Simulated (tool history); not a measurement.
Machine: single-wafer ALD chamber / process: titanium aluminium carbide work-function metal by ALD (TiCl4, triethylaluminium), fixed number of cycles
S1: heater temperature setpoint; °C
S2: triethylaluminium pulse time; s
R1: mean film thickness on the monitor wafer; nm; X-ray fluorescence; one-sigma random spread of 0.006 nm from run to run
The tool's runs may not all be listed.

| run | day | S1 | S2 | R1 |
|---|---|---|---|---|
| 1 | 0.000 | 285 | 15.41 | 1.8097 |
| 2 | 0.292 | 282 | 15.16 | 1.7683 |
| 3 | 0.421 | 282 | 19.00 | 1.8147 |
| 4 | 0.750 | 289 | 19.00 | 1.8642 |
| 5 | 0.979 | 299 | 19.00 | 1.9363 |
| 6 | 1.188 | 292 | 17.97 | 1.8971 |
| 7 | 1.367 | 287 | 17.37 | 1.8450 |
| 8 | 1.712 | 283 | 16.79 | 1.8067 |
| 9 | 2.004 | 280 | 16.32 | 1.7751 |
| 10 | 2.362 | 278 | 16.01 | 1.7598 |
|  | 2.571 | triethylaluminium bottle replaced |
| 11 | 2.571 | 276 | 15.74 | 1.7734 |

What will run 12 give?
| 12 | 2.788 | 273 | 14.89 | ? |

R1: 1.7394 nm

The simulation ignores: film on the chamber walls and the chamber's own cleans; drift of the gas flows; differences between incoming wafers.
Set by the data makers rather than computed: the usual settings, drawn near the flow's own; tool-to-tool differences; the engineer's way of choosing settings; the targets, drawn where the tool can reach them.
